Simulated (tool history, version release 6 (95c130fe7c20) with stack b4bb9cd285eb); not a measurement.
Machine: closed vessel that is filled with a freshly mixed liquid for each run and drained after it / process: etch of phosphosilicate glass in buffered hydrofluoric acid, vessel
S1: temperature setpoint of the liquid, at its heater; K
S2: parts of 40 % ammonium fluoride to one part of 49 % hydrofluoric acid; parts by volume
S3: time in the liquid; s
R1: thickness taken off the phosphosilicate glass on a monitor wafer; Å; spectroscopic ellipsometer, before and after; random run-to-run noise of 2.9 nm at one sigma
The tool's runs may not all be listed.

run,hour,S1,S2,S3,R1
1,0.0,293.15,12.5,95,1969.2
2,5.2,295.65,12.0,95,2335.1
3,14.0,297.15,11.5,95,2678.5
4,21.3,300.65,11.5,95,3209.1
5,30.2,300.65,11.5,95,3257.9
6,37.1,299.15,11.5,95,2974.8

Estimate the outcome of run 7 from the log above:
7,43.8,299.65,11.5,95,?

R1: 3051.6 Å
